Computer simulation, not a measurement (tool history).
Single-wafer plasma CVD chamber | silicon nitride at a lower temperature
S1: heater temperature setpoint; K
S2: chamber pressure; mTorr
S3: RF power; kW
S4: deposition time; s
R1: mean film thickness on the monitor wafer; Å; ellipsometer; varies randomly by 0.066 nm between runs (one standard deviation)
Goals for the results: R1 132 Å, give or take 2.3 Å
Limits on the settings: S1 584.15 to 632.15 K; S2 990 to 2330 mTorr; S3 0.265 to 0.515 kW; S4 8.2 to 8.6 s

{"run": 1, "hour": 0.0, "S1": 608.15, "S2": 1660, "S3": 0.39, "S4": 8.6, "R1": 118.44}
{"run": 2, "hour": 4.4, "S1": 608.15, "S2": 1660, "S3": 0.39, "S4": 8.2, "R1": 113.1}
{"run": 3, "hour": 11.3, "S1": 608.15, "S2": 1780, "S3": 0.4, "S4": 8.2, "R1": 117.45}
{"run": 4, "hour": 13.4, "S1": 608.15, "S2": 1780, "S3": 0.4, "S4": 8.6, "R1": 123.48}
{"run": 5, "hour": 17.4, "S1": 608.15, "S2": 1840, "S3": 0.4, "S4": 8.6, "R1": 123.93}
{"run": 6, "hour": 20.4, "S1": 608.15, "S2": 1550, "S3": 0.4, "S4": 8.6, "R1": 120}
{"run": 7, "hour": 26.9, "S1": 608.15, "S2": 1640, "S3": 0.405, "S4": 8.6, "R1": 121.92}
{"run": 8, "hour": 28.3, "S1": 608.15, "S2": 1730, "S3": 0.41, "S4": 8.6, "R1": 123.85}
{"run": 9, "hour": 30.3, "S1": 608.15, "S2": 1800, "S3": 0.415, "S4": 8.6, "R1": 126.44}
{"run": 10, "hour": 34.7, "S1": 608.15, "S2": 1850, "S3": 0.415, "S4": 8.6, "R1": 127.76}
{"run": 11, "hour": 35.8, "S1": 608.15, "S2": 1880, "S3": 0.415, "S4": 8.6, "R1": 129.17}
{"run": 12, "hour": 42.1, "S1": 608.15, "S2": 1900, "S3": 0.415, "S4": 8.6, "R1": 128.48}
{"run": 13, "hour": 46.8, "S1": 608.15, "S2": 1930, "S3": 0.415, "S4": 8.6, "R1": 129.17}
{"run": 14, "hour": 52.3, "S1": 608.15, "S2": 1950, "S3": 0.415, "S4": 8.6, "R1": 128.88}

5 candidate next runs follow, results not yet known. Just one meets every target within its allowed miss. Identify it.
{"run": "A", "hour": 57.8, "S1": 613.15, "S2": 1730, "S3": 0.46, "S4": 8.5, "R1": "?"}
{"run": "B", "hour": 57.8, "S1": 605.15, "S2": 2010, "S3": 0.42, "S4": 8.3, "R1": "?"}
{"run": "C", "hour": 57.8, "S1": 608.15, "S2": 2080, "S3": 0.385, "S4": 8.6, "R1": "?"}
{"run": "D", "hour": 57.8, "S1": 607.15, "S2": 2150, "S3": 0.4, "S4": 8.4, "R1": "?"}
{"run": "E", "hour": 57.8, "S1": 608.15, "S2": 2000, "S3": 0.42, "S4": 8.2, "R1": "?"}

move=A R1=132.36
move=B R1=127.1
move=C R1=124.97
move=D R1=126.53
move=E R1=125.25
A: every result lands within tolerance
B: its largest miss is bigger than the last run's
C: its largest miss is bigger than the last run's
D: its largest miss is bigger than the last run's
E: its largest miss is bigger than the last run's
Go with A: it meets all targets.

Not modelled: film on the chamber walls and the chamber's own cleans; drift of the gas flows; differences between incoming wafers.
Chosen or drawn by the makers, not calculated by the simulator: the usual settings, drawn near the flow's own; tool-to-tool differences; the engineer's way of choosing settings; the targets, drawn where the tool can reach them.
